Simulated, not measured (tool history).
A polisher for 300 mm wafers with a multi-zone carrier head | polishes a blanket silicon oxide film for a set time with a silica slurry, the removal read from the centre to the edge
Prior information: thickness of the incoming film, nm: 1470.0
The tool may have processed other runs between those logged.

run	hour	flow of slurry (ml/min)	pressure of the head's centre zone	pressure of the head's middle zone	pressure of the head's edge zone	abrasive content of the slurry	polishing time (s)	film removed at the wafer's centre (angstrom)	film removed at mid-radius (angstrom)	film removed at the wafer's edge (angstrom)
1	0.0	300	1.00	1.00	1.00	1.00	71	2665.5	2577.9	2590.5
2	8.5	300	0.99	1.01	0.98	0.95	71	2527.8	2524.2	2465.9
3	15.8	300	0.99	1.01	0.98	0.95	85	3079.6	3023.8	2943.0
4	21.2	300	0.98	1.01	0.96	0.90	84	2959.4	2884.7	2843.4
5	26.5	300	0.97	1.03	0.95	0.85	83	2761.6	2758.4	2731.9
6	27.6	300	0.97	1.10	0.95	0.85	83	2740.7	2943.0	2735.1

For run 7, what comes out?
7	31.9	305	0.97	1.11	0.93	0.80	82	?	?	?

film removed at the wafer's centre (angstrom): 2637.0
film removed at mid-radius (angstrom): 2752.5
film removed at the wafer's edge (angstrom): 2468.5

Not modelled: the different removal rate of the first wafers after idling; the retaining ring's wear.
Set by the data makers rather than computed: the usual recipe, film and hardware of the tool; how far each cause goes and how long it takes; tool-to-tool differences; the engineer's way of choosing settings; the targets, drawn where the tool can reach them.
